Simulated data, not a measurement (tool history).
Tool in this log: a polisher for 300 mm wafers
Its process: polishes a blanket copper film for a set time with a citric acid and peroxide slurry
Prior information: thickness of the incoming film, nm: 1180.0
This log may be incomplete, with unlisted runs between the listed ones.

run	hour	flow of slurry (ml/min)	pressure of the wafer on the pad (kPa)	speed of the pad under the wafer (m/s)	abrasive content of the slurry	polishing time (s)	film removed (angstrom)
1	0.0	125	29.0	1.20	1.0	84	2483.1
2	3.3	125	29.0	1.20	1.0	88	2597.1
3	6.0	125	33.1	1.20	1.0	88	2950.3
4	11.8	125	29.0	1.16	1.0	88	2498.7
5	18.2	125	25.5	1.14	1.0	88	2137.3
6	22.6	125	25.5	1.32	1.0	88	2477.6

Estimate the outcome of run 7 from the log above:
7	30.3	125	22.8	1.30	1.0	88	?

Run 7 gave film removed (angstrom) 2182.4.
